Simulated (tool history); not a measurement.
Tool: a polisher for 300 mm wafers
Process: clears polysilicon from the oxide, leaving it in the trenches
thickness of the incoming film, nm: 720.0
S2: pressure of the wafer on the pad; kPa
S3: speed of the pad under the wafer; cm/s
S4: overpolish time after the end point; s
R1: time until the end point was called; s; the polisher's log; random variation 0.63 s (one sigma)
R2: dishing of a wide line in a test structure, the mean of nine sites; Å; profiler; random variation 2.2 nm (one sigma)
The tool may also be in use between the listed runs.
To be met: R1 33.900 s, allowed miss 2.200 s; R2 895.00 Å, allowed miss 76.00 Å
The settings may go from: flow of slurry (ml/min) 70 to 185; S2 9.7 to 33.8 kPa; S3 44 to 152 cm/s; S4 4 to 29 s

run 1 hour=0.0 | flow_of_slurry_(ml/min)=120 S2=21.4 S3=98 S4=15 | R1=42.733 R2=867.15
run 2 hour=3.3 | flow_of_slurry_(ml/min)=120 S2=22.1 S3=98 S4=15 | R1=41.411 R2=884.78
run 3 hour=5.7 | flow_of_slurry_(ml/min)=120 S2=22.1 S3=98 S4=11 | R1=41.703 R2=811.34
run 4 hour=10.5 | flow_of_slurry_(ml/min)=120 S2=22.1 S3=80 S4=11 | R1=53.278 R2=756.12
run 5 hour=12.2 | flow_of_slurry_(ml/min)=110 S2=22.1 S3=80 S4=11 | R1=51.806 R2=766.92
run 6 hour=14.8 | flow_of_slurry_(ml/min)=90 S2=22.1 S3=80 S4=11 | R1=56.468 R2=747.81
run 7 hour=21.5 | flow_of_slurry_(ml/min)=95 S2=23.4 S3=80 S4=12 | R1=50.903 R2=804.98
run 8 hour=27.2 | flow_of_slurry_(ml/min)=115 S2=29.6 S3=84 S4=9 | R1=37.178 R2=770.37
run 9 hour=28.6 | flow_of_slurry_(ml/min)=115 S2=29.6 S3=84 S4=10 | R1=37.866 R2=834.11
run 10 hour=34.8 | flow_of_slurry_(ml/min)=115 S2=30.3 S3=84 S4=10 | R1=35.600 R2=800.99
run 11 hour=36.0 | flow_of_slurry_(ml/min)=115 S2=30.3 S3=84 S4=11 | R1=36.110 R2=870.98

4 next moves are on the table. One of them brings every result within its allowed miss. Which?
run A hour=37.2 | flow_of_slurry_(ml/min)=115 S2=28.3 S3=78 S4=14 | R1=? R2=?
run B hour=37.2 | flow_of_slurry_(ml/min)=70 S2=31.0 S3=90 S4=11 | R1=? R2=?
run C hour=37.2 | flow_of_slurry_(ml/min)=100 S2=32.4 S3=76 S4=19 | R1=? R2=?
run D hour=37.2 | flow_of_slurry_(ml/min)=140 S2=30.3 S3=86 S4=12 | R1=? R2=?

move=A R1=41.771 R2=883.72
move=B R1=39.052 R2=849.65
move=C R1=38.880 R2=928.48
move=D R1=33.977 R2=892.25
A: further off than the last run
B: further off than the last run
C: further off than the last run
D: meets every target
The right move is D.
